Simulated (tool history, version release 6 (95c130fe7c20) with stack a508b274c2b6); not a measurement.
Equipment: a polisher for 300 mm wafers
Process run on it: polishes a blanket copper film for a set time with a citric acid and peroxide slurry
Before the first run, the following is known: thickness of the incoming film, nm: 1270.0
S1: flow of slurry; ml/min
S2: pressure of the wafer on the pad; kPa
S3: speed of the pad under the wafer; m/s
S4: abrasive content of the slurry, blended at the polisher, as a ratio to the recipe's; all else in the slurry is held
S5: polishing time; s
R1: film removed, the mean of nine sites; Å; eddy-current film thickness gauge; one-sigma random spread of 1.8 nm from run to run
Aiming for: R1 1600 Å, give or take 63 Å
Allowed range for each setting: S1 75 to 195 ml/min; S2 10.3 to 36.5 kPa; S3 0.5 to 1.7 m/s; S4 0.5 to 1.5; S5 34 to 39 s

Run 1, day 0: S1 125 ml/min, S2 23.4 kPa, S3 1.1 m/s, S4 1, S5 39 s. Result: R1 1052.9 Å.
Run 2, day 0.175: S1 125 ml/min, S2 24.8 kPa, S3 1.1 m/s, S4 1, S5 39 s. Result: R1 1106.9 Å.
Run 3, day 0.354: S1 125 ml/min, S2 24.8 kPa, S3 0.92 m/s, S4 1, S5 39 s. Result: R1 916.88 Å.
Run 4, day 0.633: S1 130 ml/min, S2 26.2 kPa, S3 0.92 m/s, S4 1, S5 39 s. Result: R1 985.16 Å.
Run 5, day 0.842: S1 130 ml/min, S2 30.3 kPa, S3 0.92 m/s, S4 1, S5 39 s. Result: R1 1163.2 Å.
Run 6, day 0.954: S1 130 ml/min, S2 31 kPa, S3 0.92 m/s, S4 1, S5 39 s. Result: R1 1183.8 Å.
Run 7, day 0.996: S1 130 ml/min, S2 31.7 kPa, S3 0.92 m/s, S4 1, S5 39 s. Result: R1 1176.9 Å.
Run 8, day 1.083: S1 135 ml/min, S2 32.4 kPa, S3 0.94 m/s, S4 1, S5 39 s. Result: R1 1240.6 Å.
Run 9, day 1.421: S1 135 ml/min, S2 33.1 kPa, S3 0.96 m/s, S4 1, S5 39 s. Result: R1 1312.8 Å.
Run 10, day 1.638: S1 135 ml/min, S2 33.8 kPa, S3 0.96 m/s, S4 1, S5 39 s. Result: R1 1335.3 Å.
Run 11, day 1.712: S1 135 ml/min, S2 33.8 kPa, S3 0.98 m/s, S4 1, S5 39 s. Result: R1 1355.7 Å.
Run 12, day 1.892: S1 155 ml/min, S2 36.5 kPa, S3 1 m/s, S4 1, S5 39 s. Result: R1 1510.1 Å.

Which of these 5 next moves meets every target?
Run A, day 2.071: S1 135 ml/min, S2 32.4 kPa, S3 1.04 m/s, S4 1.15, S5 39 s. Result: R1 ?.
Run B, day 2.071: S1 180 ml/min, S2 36.5 kPa, S3 0.96 m/s, S4 0.85, S5 37 s. Result: R1 ?.
Run C, day 2.071: S1 145 ml/min, S2 36.5 kPa, S3 1.06 m/s, S4 1.4, S5 34 s. Result: R1 ?.
Run D, day 2.071: S1 175 ml/min, S2 36.5 kPa, S3 1.1 m/s, S4 0.65, S5 39 s. Result: R1 ?.
Run E, day 2.071: S1 165 ml/min, S2 36.5 kPa, S3 0.96 m/s, S4 0.85, S5 39 s. Result: R1 ?.

move      R1
   A  1381.9
   B  1354.2
   C  1443.7
   D  1562.7
   E  1410.8
A: misses by more than the last run did
B: misses by more than the last run did
C: misses by more than the last run did
D: in spec on every target
E: misses by more than the last run did
D is the move that brings every result within its allowed miss.
